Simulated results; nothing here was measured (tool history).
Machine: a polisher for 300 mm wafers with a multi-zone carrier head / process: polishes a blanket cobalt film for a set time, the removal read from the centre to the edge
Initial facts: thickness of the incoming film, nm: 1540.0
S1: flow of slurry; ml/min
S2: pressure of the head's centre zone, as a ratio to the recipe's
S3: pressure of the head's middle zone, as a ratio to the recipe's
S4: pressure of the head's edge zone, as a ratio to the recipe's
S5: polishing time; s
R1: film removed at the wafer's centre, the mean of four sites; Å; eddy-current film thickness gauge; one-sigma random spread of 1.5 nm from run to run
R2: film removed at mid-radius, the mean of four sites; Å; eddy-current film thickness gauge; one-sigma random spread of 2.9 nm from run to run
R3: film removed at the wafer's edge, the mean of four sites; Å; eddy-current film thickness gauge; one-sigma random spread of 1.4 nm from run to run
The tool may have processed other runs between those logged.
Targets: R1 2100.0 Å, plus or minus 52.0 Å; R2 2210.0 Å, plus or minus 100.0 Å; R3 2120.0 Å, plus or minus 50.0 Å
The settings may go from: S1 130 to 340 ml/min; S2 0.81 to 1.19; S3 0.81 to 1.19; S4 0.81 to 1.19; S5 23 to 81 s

run 1 day=0.000 | S1=220 S2=1.00 S3=1.00 S4=1.00 S5=52 | R1=1872.7 R2=1885.5 R3=1849.1
run 2 day=0.312 | S1=220 S2=1.00 S3=1.04 S4=1.00 S5=52 | R1=1892.7 R2=1946.8 R3=1841.9
run 3 day=0.483 | S1=220 S2=1.00 S3=1.13 S4=1.00 S5=52 | R1=1876.3 R2=2070.8 R3=1851.5
run 4 day=0.600 | S1=220 S2=1.05 S3=1.13 S4=1.00 S5=52 | R1=2001.3 R2=2108.3 R3=1844.1
run 5 day=0.850 | S1=270 S2=1.05 S3=1.13 S4=1.00 S5=52 | R1=2028.1 R2=2101.3 R3=1873.4
run 6 day=1.067 | S1=270 S2=1.05 S3=1.13 S4=0.97 S5=52 | R1=2026.2 R2=2116.2 R3=1843.2
run 7 day=1.304 | S1=270 S2=1.05 S3=1.13 S4=0.97 S5=52 | R1=2060.1 R2=2143.8 R3=1864.4
run 8 day=1.338 | S1=275 S2=1.04 S3=1.13 S4=1.01 S5=53 | R1=2089.7 R2=2176.3 R3=1933.4
run 9 day=1.596 | S1=280 S2=1.03 S3=1.13 S4=1.05 S5=53 | R1=2043.7 R2=2143.3 R3=1975.7
run 10 day=1.696 | S1=285 S2=1.03 S3=1.14 S4=1.07 S5=53 | R1=2054.2 R2=2180.8 R3=1979.5
run 11 day=1.792 | S1=290 S2=1.03 S3=1.14 S4=1.10 S5=53 | R1=2074.4 R2=2206.3 R3=1995.9
run 12 day=2.079 | S1=295 S2=1.02 S3=1.13 S4=1.12 S5=53 | R1=2061.0 R2=2164.4 R3=2030.6
run 13 day=2.154 | S1=300 S2=1.02 S3=1.13 S4=1.14 S5=53 | R1=2040.5 R2=2181.4 R3=2047.0

Exercise: of the 4 proposed moves below, exactly one satisfies all targets within the stated allowed misses. Which move is it?
run A day=2.229 | S1=295 S2=0.98 S3=1.14 S4=1.16 S5=54 | R1=? R2=? R3=?
run B day=2.229 | S1=305 S2=0.94 S3=1.13 S4=1.11 S5=55 | R1=? R2=? R3=?
run C day=2.229 | S1=300 S2=1.03 S3=1.13 S4=1.16 S5=54 | R1=? R2=? R3=?
run D day=2.229 | S1=265 S2=1.08 S3=1.10 S4=1.17 S5=50 | R1=? R2=? R3=?

move=A R1=2013.7 R2=2276.7 R3=2108.0
move=B R1=1973.9 R2=2311.5 R3=2106.9
move=C R1=2121.1 R2=2264.5 R3=2111.0
move=D R1=2029.0 R2=2025.5 R3=1943.5
A: brings the last run's worst result on target, with another outside its allowed miss
B: brings the last run's worst result on target, with another outside its allowed miss
C: all results in spec
D: moves away from the targets compared with the last run
Answer: C

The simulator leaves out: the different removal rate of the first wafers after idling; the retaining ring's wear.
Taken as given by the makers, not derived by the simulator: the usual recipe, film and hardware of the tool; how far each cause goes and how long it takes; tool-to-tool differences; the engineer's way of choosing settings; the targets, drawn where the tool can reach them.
